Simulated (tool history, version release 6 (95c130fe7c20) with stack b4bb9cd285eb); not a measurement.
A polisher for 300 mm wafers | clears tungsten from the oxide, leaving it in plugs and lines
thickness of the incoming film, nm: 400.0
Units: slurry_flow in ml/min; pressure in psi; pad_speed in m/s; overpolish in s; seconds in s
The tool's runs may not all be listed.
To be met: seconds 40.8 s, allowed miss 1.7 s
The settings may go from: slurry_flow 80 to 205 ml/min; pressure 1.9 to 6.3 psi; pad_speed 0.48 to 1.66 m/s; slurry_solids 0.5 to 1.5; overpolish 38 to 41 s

run 1 day=0 | slurry_flow=135 pressure=4.1 pad_speed=1.06 slurry_solids=1 overpolish=38 | seconds=79.503
run 2 day=0.35 | slurry_flow=150 pressure=4.1 pad_speed=1.06 slurry_solids=1 overpolish=38 | seconds=76.894
run 3 day=0.417 | slurry_flow=150 pressure=4.1 pad_speed=0.82 slurry_solids=1 overpolish=38 | seconds=99.204
run 4 day=0.454 | slurry_flow=150 pressure=4.4 pad_speed=0.86 slurry_solids=1 overpolish=38 | seconds=91.249
run 5 day=0.712 | slurry_flow=120 pressure=4.4 pad_speed=0.86 slurry_solids=1 overpolish=38 | seconds=95.965
run 6 day=0.888 | slurry_flow=120 pressure=4.4 pad_speed=0.98 slurry_solids=1 overpolish=38 | seconds=83.643
run 7 day=1.233 | slurry_flow=125 pressure=4.7 pad_speed=1.02 slurry_solids=1 overpolish=38 | seconds=76.119
run 8 day=1.504 | slurry_flow=130 pressure=5.8 pad_speed=1.32 slurry_solids=1.05 overpolish=38 | seconds=50.684

Which of these 5 next moves meets every target?
run A day=1.775 | slurry_flow=160 pressure=6.3 pad_speed=1.62 slurry_solids=1.1 overpolish=40 | seconds=?
run B day=1.775 | slurry_flow=195 pressure=6.3 pad_speed=1.3 slurry_solids=1.1 overpolish=41 | seconds=?
run C day=1.775 | slurry_flow=115 pressure=6.3 pad_speed=1.66 slurry_solids=1.15 overpolish=38 | seconds=?
run D day=1.775 | slurry_flow=95 pressure=6.3 pad_speed=1.6 slurry_solids=1.25 overpolish=39 | seconds=?
run E day=1.775 | slurry_flow=160 pressure=6.3 pad_speed=1.38 slurry_solids=1 overpolish=41 | seconds=?

move=A seconds=36.984
move=B seconds=44.472
move=C seconds=38.267
move=D seconds=40.99
move=E seconds=44.282
A: takes the result that was furthest off past its target
B: nearer than the last run, and not there yet
C: takes the result that was furthest off past its target
D: meets every target
E: nearer than the last run, and not there yet
The right move is D.
